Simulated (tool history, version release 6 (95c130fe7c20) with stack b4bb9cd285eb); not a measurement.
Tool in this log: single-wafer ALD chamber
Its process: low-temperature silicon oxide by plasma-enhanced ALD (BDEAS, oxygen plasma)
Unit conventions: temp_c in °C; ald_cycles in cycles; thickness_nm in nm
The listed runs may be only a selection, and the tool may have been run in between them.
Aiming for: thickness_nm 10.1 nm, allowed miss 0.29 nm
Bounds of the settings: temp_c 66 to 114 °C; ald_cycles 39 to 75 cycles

run 1 hour=0 | temp_c=90 ald_cycles=57 | thickness_nm=7.9345
run 2 hour=7.7 | temp_c=90 ald_cycles=64 | thickness_nm=8.906
run 3 hour=8.2 | temp_c=98 ald_cycles=64 | thickness_nm=8.749
run 4 hour=9.4 | temp_c=97 ald_cycles=66 | thickness_nm=9.0824
run 5 hour=14.5 | temp_c=97 ald_cycles=59 | thickness_nm=8.1099
run 6 hour=15.8 | temp_c=96 ald_cycles=63 | thickness_nm=8.5677
run 7 hour=16.8 | temp_c=94 ald_cycles=65 | thickness_nm=8.9336
run 8 hour=23.8 | temp_c=93 ald_cycles=67 | thickness_nm=9.2507
-- hour=29.8 thermocouple changed; heater temperature recalibrated
run 9 hour=29.8 | temp_c=93 ald_cycles=68 | thickness_nm=9.51
run 10 hour=34.2 | temp_c=92 ald_cycles=69 | thickness_nm=9.7836

Pick the move, out of 4, that brings all results within their allowed miss; only one does.
run A hour=38.6 | temp_c=89 ald_cycles=65 | thickness_nm=?
run B hour=38.6 | temp_c=102 ald_cycles=67 | thickness_nm=?
run C hour=38.6 | temp_c=93 ald_cycles=68 | thickness_nm=?
run D hour=38.6 | temp_c=88 ald_cycles=71 | thickness_nm=?

move=A thickness_nm=9.3708
move=B thickness_nm=9.224
move=C thickness_nm=9.6482
move=D thickness_nm=10.276
A: moves away from the targets compared with the last run
B: moves away from the targets compared with the last run
C: moves away from the targets compared with the last run
D: every result lands within tolerance
The move that meets every target is D.

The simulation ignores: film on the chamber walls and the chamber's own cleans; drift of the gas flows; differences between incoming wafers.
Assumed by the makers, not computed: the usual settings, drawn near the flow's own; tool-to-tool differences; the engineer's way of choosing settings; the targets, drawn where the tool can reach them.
